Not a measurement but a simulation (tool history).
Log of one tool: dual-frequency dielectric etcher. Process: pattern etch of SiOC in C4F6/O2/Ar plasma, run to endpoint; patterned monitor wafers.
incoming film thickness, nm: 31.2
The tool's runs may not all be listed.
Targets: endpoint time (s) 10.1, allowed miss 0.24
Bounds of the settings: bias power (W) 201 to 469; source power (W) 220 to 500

Run 1, day 0: bias power (W) 335, source power (W) 360. Result: endpoint time (s) 12.412.
Run 2, day 0.238: bias power (W) 335, source power (W) 400. Result: endpoint time (s) 11.769.
Run 3, day 0.421: bias power (W) 335, source power (W) 420. Result: endpoint time (s) 11.569.
Run 4, day 0.612: bias power (W) 364, source power (W) 430. Result: endpoint time (s) 11.068.
Run 5, day 0.879: bias power (W) 383, source power (W) 440. Result: endpoint time (s) 10.72.
Run 6, day 0.954: bias power (W) 396, source power (W) 440. Result: endpoint time (s) 10.58.
Run 7, day 1.004: bias power (W) 406, source power (W) 440. Result: endpoint time (s) 10.516.
Run 8, day 1.254: bias power (W) 415, source power (W) 440. Result: endpoint time (s) 10.437.
Run 9, day 1.512: bias power (W) 422, source power (W) 440. Result: endpoint time (s) 10.377.

Which of these 5 next moves meets every target?
Run A, day 1.771: bias power (W) 469, source power (W) 420. Result: endpoint time (s) ?.
Run B, day 1.771: bias power (W) 427, source power (W) 410. Result: endpoint time (s) ?.
Run C, day 1.771: bias power (W) 386, source power (W) 430. Result: endpoint time (s) ?.
Run D, day 1.771: bias power (W) 395, source power (W) 430. Result: endpoint time (s) ?.
Run E, day 1.771: bias power (W) 389, source power (W) 450. Result: endpoint time (s) ?.

move  endpoint time (s)
   A             10.091
   B             10.581
   C             10.821
   D             10.721
   E               10.6
A: meets every target
B: further off than the last run
C: further off than the last run
D: further off than the last run
E: further off than the last run
Answer: A
